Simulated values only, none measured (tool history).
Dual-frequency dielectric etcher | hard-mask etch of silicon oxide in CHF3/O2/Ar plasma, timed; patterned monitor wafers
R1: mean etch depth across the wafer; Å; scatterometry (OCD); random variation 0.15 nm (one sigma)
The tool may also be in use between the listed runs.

Run 1, day 0: source power (kW) 0.72, bias power (kW) 0.188, etch time (s) 19. Result: R1 426.71 Å.
Run 2, day 0.112: source power (kW) 0.72, bias power (kW) 0.188, etch time (s) 20. Result: R1 447.9 Å.
Run 3, day 0.358: source power (kW) 0.66, bias power (kW) 0.18, etch time (s) 20. Result: R1 428.56 Å.
Run 4, day 0.633: source power (kW) 0.61, bias power (kW) 0.176, etch time (s) 20. Result: R1 413.29 Å.
Run 5, day 0.908: source power (kW) 0.56, bias power (kW) 0.176, etch time (s) 20. Result: R1 400.48 Å.
Run 6, day 1.021: source power (kW) 0.56, bias power (kW) 0.208, etch time (s) 20. Result: R1 417.56 Å.
Run 7, day 1.396: source power (kW) 0.53, bias power (kW) 0.2, etch time (s) 20. Result: R1 403.45 Å.
Run 8, day 1.721: source power (kW) 0.51, bias power (kW) 0.195, etch time (s) 20. Result: R1 395.47 Å.

The next listed run, before its measurement:
Run 9, day 2.017: source power (kW) 0.43, bias power (kW) 0.169, etch time (s) 20. Result: R1 ?.

{"run 9": {"R1": 356.82}}

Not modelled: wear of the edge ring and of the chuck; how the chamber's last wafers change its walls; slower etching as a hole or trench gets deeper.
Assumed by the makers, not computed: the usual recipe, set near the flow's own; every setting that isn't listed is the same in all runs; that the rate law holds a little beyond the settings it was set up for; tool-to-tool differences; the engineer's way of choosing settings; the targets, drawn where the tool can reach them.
